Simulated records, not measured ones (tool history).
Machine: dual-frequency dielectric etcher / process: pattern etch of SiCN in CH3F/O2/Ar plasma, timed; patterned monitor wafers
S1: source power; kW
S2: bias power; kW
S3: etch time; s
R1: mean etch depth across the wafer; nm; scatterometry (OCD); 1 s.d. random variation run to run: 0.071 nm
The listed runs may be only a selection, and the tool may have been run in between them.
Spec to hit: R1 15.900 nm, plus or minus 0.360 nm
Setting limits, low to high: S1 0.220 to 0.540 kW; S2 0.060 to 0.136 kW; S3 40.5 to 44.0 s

run  hour     S1     S2    S3      R1
  1   0.0  0.380  0.098  44.0  18.542
  2   7.4  0.340  0.098  44.0  17.712
  3   8.9  0.330  0.097  44.0  17.543
  4  12.1  0.320  0.096  44.0  17.150
  5  17.9  0.310  0.096  44.0  16.904
  6  24.1  0.300  0.096  44.0  16.721
  7  29.9  0.290  0.096  44.0  16.553
  8  37.4  0.250  0.094  44.0  15.350

Exercise: of the 4 proposed moves below, exactly one satisfies all targets within the stated allowed misses. Which move is it?
  A  44.9  0.250  0.096  42.0   ?
  B  44.9  0.220  0.112  40.5   ?
  C  44.9  0.240  0.101  41.5   ?
  D  44.9  0.250  0.113  42.0   ?

move      R1
   A  14.969
   B  14.647
   C  14.869
   D  16.093
A: the biggest miss grows against the last run
B: the biggest miss grows against the last run
C: the biggest miss grows against the last run
D: meets every target
D is the move that brings every result within its allowed miss.
